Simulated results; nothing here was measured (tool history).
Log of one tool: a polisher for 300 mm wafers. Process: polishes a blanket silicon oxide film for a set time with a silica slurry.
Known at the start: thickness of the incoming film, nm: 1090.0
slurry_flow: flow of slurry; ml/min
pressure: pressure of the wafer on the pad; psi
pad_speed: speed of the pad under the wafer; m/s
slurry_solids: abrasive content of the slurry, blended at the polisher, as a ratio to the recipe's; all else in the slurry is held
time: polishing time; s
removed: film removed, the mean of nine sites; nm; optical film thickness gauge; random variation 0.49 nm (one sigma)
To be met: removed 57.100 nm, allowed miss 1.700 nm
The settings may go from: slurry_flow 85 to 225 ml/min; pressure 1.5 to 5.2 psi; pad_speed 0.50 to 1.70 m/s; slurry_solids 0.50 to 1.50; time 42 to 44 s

Run 1, hour 0.0: slurry_flow 145 ml/min, pressure 3.3 psi, pad_speed 1.10 m/s, slurry_solids 1.00, time 42 s. Result: removed 105.010 nm.
Run 2, hour 5.5: slurry_flow 140 ml/min, pressure 2.7 psi, pad_speed 1.08 m/s, slurry_solids 1.00, time 42 s. Result: removed 84.775 nm.
Run 3, hour 13.1: slurry_flow 140 ml/min, pressure 2.7 psi, pad_speed 1.26 m/s, slurry_solids 1.00, time 42 s. Result: removed 98.326 nm.
Run 4, hour 17.6: slurry_flow 135 ml/min, pressure 2.3 psi, pad_speed 1.20 m/s, slurry_solids 1.00, time 42 s. Result: removed 80.228 nm.
Run 5, hour 22.3: slurry_flow 120 ml/min, pressure 2.3 psi, pad_speed 1.20 m/s, slurry_solids 1.00, time 42 s. Result: removed 80.025 nm.
Run 6, hour 25.3: slurry_flow 120 ml/min, pressure 2.0 psi, pad_speed 1.18 m/s, slurry_solids 1.00, time 42 s. Result: removed 68.863 nm.
Run 7, hour 30.2: slurry_flow 105 ml/min, pressure 1.5 psi, pad_speed 1.18 m/s, slurry_solids 1.00, time 42 s. Result: removed 51.722 nm.
Run 8, hour 37.9: slurry_flow 115 ml/min, pressure 1.5 psi, pad_speed 1.18 m/s, slurry_solids 1.00, time 42 s. Result: removed 54.417 nm.
Run 9, hour 44.8: slurry_flow 120 ml/min, pressure 1.5 psi, pad_speed 1.18 m/s, slurry_solids 1.00, time 42 s. Result: removed 54.258 nm.
Run 10, hour 53.3: slurry_flow 130 ml/min, pressure 1.7 psi, pad_speed 1.18 m/s, slurry_solids 1.00, time 42 s. Result: removed 60.598 nm.
Run 11, hour 56.0: slurry_flow 125 ml/min, pressure 1.7 psi, pad_speed 1.18 m/s, slurry_solids 1.00, time 42 s. Result: removed 60.131 nm.
Run 12, hour 59.9: slurry_flow 120 ml/min, pressure 1.7 psi, pad_speed 1.18 m/s, slurry_solids 1.00, time 42 s. Result: removed 59.310 nm.
Run 13, hour 62.1: slurry_flow 105 ml/min, pressure 1.6 psi, pad_speed 1.18 m/s, slurry_solids 1.00, time 42 s. Result: removed 55.693 nm.

Which of these 4 next moves meets every target?
Run A, hour 64.3: slurry_flow 120 ml/min, pressure 1.7 psi, pad_speed 1.02 m/s, slurry_solids 1.00, time 42 s. Result: removed ?.
Run B, hour 64.3: slurry_flow 85 ml/min, pressure 1.7 psi, pad_speed 1.30 m/s, slurry_solids 0.75, time 43 s. Result: removed ?.
Run C, hour 64.3: slurry_flow 110 ml/min, pressure 1.5 psi, pad_speed 1.20 m/s, slurry_solids 1.05, time 44 s. Result: removed ?.
Run D, hour 64.3: slurry_flow 115 ml/min, pressure 1.5 psi, pad_speed 1.24 m/s, slurry_solids 0.90, time 42 s. Result: removed ?.

move  removed
   A   53.160
   B   53.905
   C   57.217
   D   52.987
A: further off than the last run
B: further off than the last run
C: meets every target
D: further off than the last run
Answer: C

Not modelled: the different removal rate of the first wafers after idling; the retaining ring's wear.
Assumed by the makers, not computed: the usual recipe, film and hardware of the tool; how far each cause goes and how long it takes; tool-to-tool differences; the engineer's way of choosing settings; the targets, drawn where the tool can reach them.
